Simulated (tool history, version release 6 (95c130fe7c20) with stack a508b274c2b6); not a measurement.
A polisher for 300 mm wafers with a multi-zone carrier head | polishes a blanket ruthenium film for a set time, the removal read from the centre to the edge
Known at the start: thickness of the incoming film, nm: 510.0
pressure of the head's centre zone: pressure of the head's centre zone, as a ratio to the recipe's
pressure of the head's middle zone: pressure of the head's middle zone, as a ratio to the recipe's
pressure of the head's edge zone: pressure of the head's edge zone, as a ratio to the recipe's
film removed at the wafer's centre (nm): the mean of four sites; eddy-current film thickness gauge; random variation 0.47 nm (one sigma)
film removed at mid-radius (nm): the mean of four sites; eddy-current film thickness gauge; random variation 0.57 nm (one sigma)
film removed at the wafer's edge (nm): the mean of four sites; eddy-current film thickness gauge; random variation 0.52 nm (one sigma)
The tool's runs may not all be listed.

run,hour,flow of slurry (ml/min),pressure of the head's centre zone,pressure of the head's middle zone,pressure of the head's edge zone,polishing time (s),film removed at the wafer's centre (nm),film removed at mid-radius (nm),film removed at the wafer's edge (nm)
1,0.0,200,1.00,1.00,1.00,67,71.862,72.778,71.345
2,6.7,200,1.05,1.00,1.00,67,74.839,72.491,72.243
3,9.1,160,1.05,1.00,1.00,67,72.378,71.607,70.697
4,10.6,160,1.05,1.00,1.00,82,88.828,86.641,86.194
5,15.6,160,1.05,1.00,1.07,82,88.489,86.835,88.616
6,18.1,160,1.05,0.93,1.07,82,89.788,83.611,88.610
7,20.7,160,1.03,0.94,1.05,80,85.606,80.479,87.188

Run 8 comes next. What will it give?
8,22.8,165,1.02,0.96,1.04,77,?,?,?

Run 8 gave film removed at the wafer's centre (nm) 81.173, film removed at mid-radius (nm) 79.124, film removed at the wafer's edge (nm) 83.040.
